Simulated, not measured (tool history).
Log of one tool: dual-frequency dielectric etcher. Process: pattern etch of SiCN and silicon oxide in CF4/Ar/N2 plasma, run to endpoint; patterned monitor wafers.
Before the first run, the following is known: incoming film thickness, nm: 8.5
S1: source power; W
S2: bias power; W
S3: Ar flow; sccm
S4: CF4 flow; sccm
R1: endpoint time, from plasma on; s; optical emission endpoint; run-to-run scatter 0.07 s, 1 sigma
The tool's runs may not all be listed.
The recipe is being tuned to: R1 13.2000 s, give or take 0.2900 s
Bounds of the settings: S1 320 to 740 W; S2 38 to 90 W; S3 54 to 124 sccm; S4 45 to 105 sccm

| run | hour | S1 | S2 | S3 | S4 | R1 |
|---|---|---|---|---|---|---|
| 1 | 0.0 | 530 | 64 | 89 | 75 | 8.2908 |
| 2 | 8.8 | 530 | 64 | 89 | 67 | 8.4202 |
| 3 | 10.0 | 490 | 61 | 91 | 66 | 9.4761 |
| 4 | 18.1 | 460 | 61 | 91 | 66 | 10.1800 |
| 5 | 19.2 | 460 | 68 | 91 | 66 | 9.6872 |
| 6 | 26.1 | 460 | 68 | 103 | 66 | 9.9464 |
| 7 | 28.9 | 440 | 68 | 103 | 66 | 10.4370 |
| 8 | 34.1 | 340 | 65 | 104 | 65 | 14.6480 |
| 9 | 41.5 | 380 | 65 | 104 | 65 | 12.8710 |

Consider the 4 candidate settings below. Which is the only one whose results all fall within their allowed miss of target?
| A | 48.9 | 370 | 69 | 110 | 56 | ? |
| B | 48.9 | 400 | 63 | 122 | 66 | ? |
| C | 48.9 | 380 | 57 | 123 | 67 | ? |
| D | 48.9 | 350 | 71 | 107 | 58 | ? |

| move | R1 |
|---|---|
| A | 13.2610 |
| B | 12.3930 |
| C | 13.6770 |
| D | 13.8960 |
A: each result inside its tolerance
B: further off than the last run
C: carries the result that was furthest off beyond its target, to the other side
D: carries the result that was furthest off beyond its target, to the other side
A is the move that brings every result within its allowed miss.
